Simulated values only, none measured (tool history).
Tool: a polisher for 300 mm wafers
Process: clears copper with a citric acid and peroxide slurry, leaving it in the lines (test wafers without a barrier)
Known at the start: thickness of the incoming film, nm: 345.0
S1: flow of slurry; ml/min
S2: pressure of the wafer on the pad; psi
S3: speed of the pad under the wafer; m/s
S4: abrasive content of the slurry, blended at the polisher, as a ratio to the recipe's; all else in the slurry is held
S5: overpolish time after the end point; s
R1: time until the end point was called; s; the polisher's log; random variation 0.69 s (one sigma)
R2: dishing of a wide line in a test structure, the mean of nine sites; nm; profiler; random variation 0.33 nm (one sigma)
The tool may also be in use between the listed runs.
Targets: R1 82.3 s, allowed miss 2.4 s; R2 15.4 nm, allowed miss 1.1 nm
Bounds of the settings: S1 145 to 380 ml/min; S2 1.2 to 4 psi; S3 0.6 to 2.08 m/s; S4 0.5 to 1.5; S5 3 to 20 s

{"run": 1, "hour": 0.0, "S1": 245, "S2": 2.6, "S3": 1.34, "S4": 1, "S5": 10, "R1": 124.5, "R2": 14.782}
{"run": 2, "hour": 1.9, "S1": 250, "S2": 2.8, "S3": 1.34, "S4": 1, "S5": 9, "R1": 114.18, "R2": 14.278}
{"run": 3, "hour": 6.0, "S1": 250, "S2": 3.1, "S3": 1.34, "S4": 1, "S5": 9, "R1": 107.38, "R2": 15.298}
{"run": 4, "hour": 12.8, "S1": 250, "S2": 3.1, "S3": 1.64, "S4": 1, "S5": 9, "R1": 92.921, "R2": 16.423}
{"run": 5, "hour": 14.7, "S1": 250, "S2": 3.1, "S3": 1.46, "S4": 1, "S5": 9, "R1": 99.246, "R2": 16.027}
{"run": 6, "hour": 19.4, "S1": 250, "S2": 3.1, "S3": 1.46, "S4": 0.85, "S5": 9, "R1": 101.55, "R2": 16.432}
{"run": 7, "hour": 23.8, "S1": 255, "S2": 3.2, "S3": 1.46, "S4": 0.85, "S5": 8, "R1": 100.35, "R2": 14.341}
{"run": 8, "hour": 26.4, "S1": 255, "S2": 3.9, "S3": 1.48, "S4": 0.85, "S5": 8, "R1": 81.234, "R2": 17.211}

5 next moves are on the table. One of them brings every result within its allowed miss. Which?
{"run": "A", "hour": 29.0, "S1": 275, "S2": 3.8, "S3": 1.48, "S4": 0.85, "S5": 10, "R1": "?", "R2": "?"}
{"run": "B", "hour": 29.0, "S1": 270, "S2": 3.6, "S3": 1.7, "S4": 0.8, "S5": 9, "R1": "?", "R2": "?"}
{"run": "C", "hour": 29.0, "S1": 275, "S2": 3.7, "S3": 1.56, "S4": 0.8, "S5": 10, "R1": "?", "R2": "?"}
{"run": "D", "hour": 29.0, "S1": 240, "S2": 3.9, "S3": 1.5, "S4": 0.8, "S5": 7, "R1": "?", "R2": "?"}
{"run": "E", "hour": 29.0, "S1": 245, "S2": 4, "S3": 1.3, "S4": 1, "S5": 10, "R1": "?", "R2": "?"}

move=A R1=83.868 R2=19.859
move=B R1=81.871 R2=18.916
move=C R1=84.024 R2=19.828
move=D R1=83.048 R2=15.982
move=E R1=85.294 R2=19.689
A: further off than the last run
B: further off than the last run
C: further off than the last run
D: meets every target
E: further off than the last run
Move D is the one to make.
